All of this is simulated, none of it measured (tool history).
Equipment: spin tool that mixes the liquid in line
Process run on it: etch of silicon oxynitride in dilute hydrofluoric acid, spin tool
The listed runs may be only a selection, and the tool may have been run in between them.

run	hour	temperature setpoint of the liquid (K)	parts of water to one part of 49 % hydrofluoric acid (parts by volume)	time under the liquid (s)	thickness taken off the silicon oxynitride on a monitor wafer (Å)
1	0	299.15	265	305	16.381
2	4.3	299.15	230	305	19.467
3	11.2	299.15	230	305	20.238
4	18.5	300.15	220	305	20.324
5	25.5	300.15	295	305	14.837
6	31.7	300.15	265	310	17.392

Run 7 is up next; what results do you expect?
7	37.8	300.15	240	310	?

{"run 7": {"thickness taken off the silicon oxynitride on a monitor wafer (Å)": 19.694}}
